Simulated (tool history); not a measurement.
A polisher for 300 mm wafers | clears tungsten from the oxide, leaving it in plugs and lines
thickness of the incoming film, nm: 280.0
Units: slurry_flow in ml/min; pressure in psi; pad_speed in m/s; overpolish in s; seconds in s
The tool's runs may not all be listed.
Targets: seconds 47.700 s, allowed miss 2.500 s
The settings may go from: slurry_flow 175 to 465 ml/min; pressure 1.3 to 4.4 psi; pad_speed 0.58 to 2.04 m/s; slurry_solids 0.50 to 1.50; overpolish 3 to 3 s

run,hour,slurry_flow,pressure,pad_speed,slurry_solids,overpolish,seconds
1,0.0,295,2.8,1.30,1.00,3,68.312
2,1.0,295,2.8,1.30,1.15,3,65.403
3,9.4,295,2.3,1.30,1.15,3,78.134
4,10.1,250,2.3,1.30,1.15,3,79.699
5,16.3,250,2.9,1.30,1.15,3,64.872
6,21.2,250,2.9,1.30,0.95,3,68.077
7,22.2,250,3.2,1.32,0.95,3,60.133
8,23.6,250,3.4,1.32,0.95,3,55.463
9,31.0,250,3.5,1.32,0.95,3,54.312

4 next moves are on the table. One of them brings every result within its allowed miss. Which?
A,38.4,275,3.7,1.40,0.95,3,?
B,38.4,200,3.1,1.24,0.95,3,?
C,38.4,320,4.0,1.22,0.65,3,?
D,38.4,250,3.7,1.24,1.00,3,?

move,seconds
A,47.688
B,66.145
C,53.598
D,53.388
A: meets every target
B: further off than the last run
C: nearer than the last run, and not there yet
D: nearer than the last run, and not there yet
Move A is the one to make.
